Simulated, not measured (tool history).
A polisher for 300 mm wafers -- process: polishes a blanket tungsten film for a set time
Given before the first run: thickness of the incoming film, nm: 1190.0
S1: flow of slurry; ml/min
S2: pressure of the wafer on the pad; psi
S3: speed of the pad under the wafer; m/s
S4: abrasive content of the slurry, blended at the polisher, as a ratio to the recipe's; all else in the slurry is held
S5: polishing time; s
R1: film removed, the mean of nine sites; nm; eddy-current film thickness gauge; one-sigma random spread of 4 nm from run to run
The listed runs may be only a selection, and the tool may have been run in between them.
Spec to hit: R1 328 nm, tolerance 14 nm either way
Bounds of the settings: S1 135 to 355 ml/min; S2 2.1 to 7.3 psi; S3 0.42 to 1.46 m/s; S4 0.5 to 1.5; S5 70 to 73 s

run	hour	S1	S2	S3	S4	S5	R1
1	0	225	4.7	0.94	1	70	408.17
2	2.3	225	4.7	1.04	1	70	453.74
3	4.1	225	4.7	1.04	1	73	474.66
4	4.7	225	5.4	1.04	1	73	548.45
5	7.3	225	4.6	1.02	1	73	454.33
6	10.5	225	4.6	1.2	1	73	541.26
7	19.4	225	3.8	1.18	1	73	438.4
8	22.7	225	3.4	1.18	1	73	388.77
9	31.7	225	3.2	1.18	1	73	371.96
10	34.2	225	3	1.18	1	73	357.73

Which single option among these 5 for the next run brings every result within its allowed miss of target? Just one does.
A	36.7	215	2.6	1.16	0.9	73	?
B	36.7	230	3.3	1.12	1.2	73	?
C	36.7	175	2.9	1.46	1.25	73	?
D	36.7	245	2.6	1.2	1.35	72	?
E	36.7	255	2.7	1.2	0.7	72	?

move	R1
A	292.09
B	373.66
C	420.73
D	322.45
E	301.59
A: carries the result that was furthest off beyond its target, to the other side
B: moves away from the targets compared with the last run
C: moves away from the targets compared with the last run
D: in spec on every target
E: carries the result that was furthest off beyond its target, to the other side
Move D is the one to make.
